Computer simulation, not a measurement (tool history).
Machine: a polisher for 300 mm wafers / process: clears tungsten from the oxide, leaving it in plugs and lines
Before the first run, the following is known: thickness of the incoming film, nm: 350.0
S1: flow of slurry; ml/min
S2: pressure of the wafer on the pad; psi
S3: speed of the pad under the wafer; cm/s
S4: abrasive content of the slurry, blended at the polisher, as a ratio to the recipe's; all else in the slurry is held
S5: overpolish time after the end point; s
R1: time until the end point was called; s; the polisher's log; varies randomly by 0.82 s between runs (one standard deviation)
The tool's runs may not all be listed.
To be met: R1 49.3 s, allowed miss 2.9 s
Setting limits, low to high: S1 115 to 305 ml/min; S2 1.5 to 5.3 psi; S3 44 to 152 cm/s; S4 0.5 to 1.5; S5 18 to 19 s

Run 1, day 0: S1 195 ml/min, S2 3.4 psi, S3 98 cm/s, S4 1, S5 18 s. Result: R1 77.275 s.
Run 2, day 0.258: S1 195 ml/min, S2 3.4 psi, S3 98 cm/s, S4 1.1, S5 18 s. Result: R1 77.373 s.
Run 3, day 0.342: S1 170 ml/min, S2 3.4 psi, S3 98 cm/s, S4 1.1, S5 18 s. Result: R1 76.361 s.
Run 4, day 0.638: S1 170 ml/min, S2 3.4 psi, S3 98 cm/s, S4 1.25, S5 18 s. Result: R1 72.723 s.
Run 5, day 0.862: S1 220 ml/min, S2 3.4 psi, S3 98 cm/s, S4 1.25, S5 18 s. Result: R1 74.171 s.
Run 6, day 1.204: S1 240 ml/min, S2 3.4 psi, S3 98 cm/s, S4 1.25, S5 18 s. Result: R1 71.754 s.
Run 7, day 1.317: S1 250 ml/min, S2 4.4 psi, S3 102 cm/s, S4 1.25, S5 18 s. Result: R1 58.503 s.
Run 8, day 1.362: S1 250 ml/min, S2 4.4 psi, S3 102 cm/s, S4 1.25, S5 18 s. Result: R1 56.442 s.
Run 9, day 1.521: S1 250 ml/min, S2 4.5 psi, S3 102 cm/s, S4 1.25, S5 18 s. Result: R1 56.106 s.
Run 10, day 1.692: S1 250 ml/min, S2 4.6 psi, S3 102 cm/s, S4 1.25, S5 18 s. Result: R1 53.323 s.

Pick the move, out of 4, that brings all results within their allowed miss; only one does.
Run A, day 1.862: S1 260 ml/min, S2 5 psi, S3 98 cm/s, S4 1.5, S5 18 s. Result: R1 ?.
Run B, day 1.862: S1 275 ml/min, S2 4.5 psi, S3 102 cm/s, S4 1.3, S5 18 s. Result: R1 ?.
Run C, day 1.862: S1 275 ml/min, S2 4.8 psi, S3 96 cm/s, S4 1.2, S5 18 s. Result: R1 ?.
Run D, day 1.862: S1 195 ml/min, S2 4.6 psi, S3 90 cm/s, S4 1.3, S5 18 s. Result: R1 ?.

move      R1
   A  50.959
   B  55.477
   C  56.297
   D  62.562
A: all results land within tolerance of their targets
B: its largest miss is bigger than the last run's
C: its largest miss is bigger than the last run's
D: its largest miss is bigger than the last run's
Correct choice: A, which meets every target
